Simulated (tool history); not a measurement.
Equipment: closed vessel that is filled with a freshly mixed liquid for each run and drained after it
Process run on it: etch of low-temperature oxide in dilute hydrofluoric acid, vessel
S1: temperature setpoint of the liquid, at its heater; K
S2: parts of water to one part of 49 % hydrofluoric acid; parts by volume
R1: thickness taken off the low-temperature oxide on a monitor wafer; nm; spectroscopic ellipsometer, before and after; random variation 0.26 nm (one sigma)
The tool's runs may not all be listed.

{"run": 1, "hour": 0.0, "S1": 295.15, "S2": 115, "time in the liquid (s)": 700, "R1": 101.14}
{"run": 2, "hour": 1.7, "S1": 295.15, "S2": 115, "time in the liquid (s)": 700, "R1": 100.62}
{"run": 3, "hour": 6.3, "S1": 295.15, "S2": 115, "time in the liquid (s)": 700, "R1": 101.38}
{"run": 4, "hour": 12.6, "S1": 295.15, "S2": 115, "time in the liquid (s)": 700, "R1": 101.64}
{"run": 5, "hour": 16.6, "S1": 294.15, "S2": 125, "time in the liquid (s)": 700, "R1": 88.918}
{"run": 6, "hour": 20.8, "S1": 294.15, "S2": 95, "time in the liquid (s)": 700, "R1": 120.28}
{"run": 7, "hour": 30.2, "S1": 293.15, "S2": 105, "time in the liquid (s)": 700, "R1": 103.9}
{"run": 8, "hour": 36.0, "S1": 292.65, "S2": 115, "time in the liquid (s)": 700, "R1": 90.984}

Run 9, settings as shown, results not yet in. Your forecast:
{"run": 9, "hour": 40.2, "S1": 290.15, "S2": 155, "time in the liquid (s)": 700, "R1": "?"}

R1: 58.994 nm

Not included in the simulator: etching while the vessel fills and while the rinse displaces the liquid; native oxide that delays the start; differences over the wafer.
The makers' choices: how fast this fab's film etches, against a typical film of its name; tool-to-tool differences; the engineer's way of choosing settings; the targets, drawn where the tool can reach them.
